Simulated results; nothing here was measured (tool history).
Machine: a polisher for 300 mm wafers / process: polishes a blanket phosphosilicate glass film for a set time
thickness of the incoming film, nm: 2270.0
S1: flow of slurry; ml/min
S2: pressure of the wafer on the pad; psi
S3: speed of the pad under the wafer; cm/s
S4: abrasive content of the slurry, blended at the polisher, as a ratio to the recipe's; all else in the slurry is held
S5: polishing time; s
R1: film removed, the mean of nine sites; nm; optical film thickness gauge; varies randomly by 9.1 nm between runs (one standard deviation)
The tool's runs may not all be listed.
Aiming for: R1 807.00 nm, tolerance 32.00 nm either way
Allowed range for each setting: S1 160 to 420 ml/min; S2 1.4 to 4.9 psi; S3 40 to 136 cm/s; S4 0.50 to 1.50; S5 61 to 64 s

run,day,S1,S2,S3,S4,S5,R1
1,0.000,270,3.1,88,1.00,61,473.48
2,0.279,270,3.1,88,0.90,61,448.48
3,0.612,270,2.8,88,0.90,61,404.16
4,0.921,235,2.8,88,0.90,61,393.88
5,1.292,235,3.2,88,0.90,61,453.56
6,1.362,240,3.5,88,0.90,61,493.76
7,1.396,245,3.8,88,0.90,61,541.63
8,1.538,250,4.0,88,0.90,61,571.05
9,1.704,250,4.2,90,0.90,61,615.88
10,1.825,250,4.2,90,0.90,61,597.13
11,2.067,250,4.3,92,0.90,61,633.03
12,2.388,250,4.4,94,0.90,61,651.36
13,2.671,250,4.5,96,0.90,61,674.01
14,2.858,250,4.6,98,0.90,61,706.42
15,3.146,250,4.7,100,0.90,61,715.78
16,3.462,250,4.7,102,0.90,61,733.77
17,3.783,250,4.7,104,0.90,61,744.37
18,3.892,250,4.8,106,0.90,61,773.26

Consider the 5 candidate settings below. Which is the only one whose results all fall within their allowed miss of target?
A,4.000,285,4.4,88,1.05,63,?
B,4.000,195,4.9,90,0.85,64,?
C,4.000,275,4.9,110,0.80,61,?
D,4.000,315,4.4,106,0.90,62,?
E,4.000,290,4.9,110,0.90,61,?

move,R1
A,722.67
B,705.05
C,768.70
D,746.21
E,830.57
A: further off than the last run
B: further off than the last run
C: further off than the last run
D: further off than the last run
E: hits every target within its allowed miss
The move that meets every target is E.

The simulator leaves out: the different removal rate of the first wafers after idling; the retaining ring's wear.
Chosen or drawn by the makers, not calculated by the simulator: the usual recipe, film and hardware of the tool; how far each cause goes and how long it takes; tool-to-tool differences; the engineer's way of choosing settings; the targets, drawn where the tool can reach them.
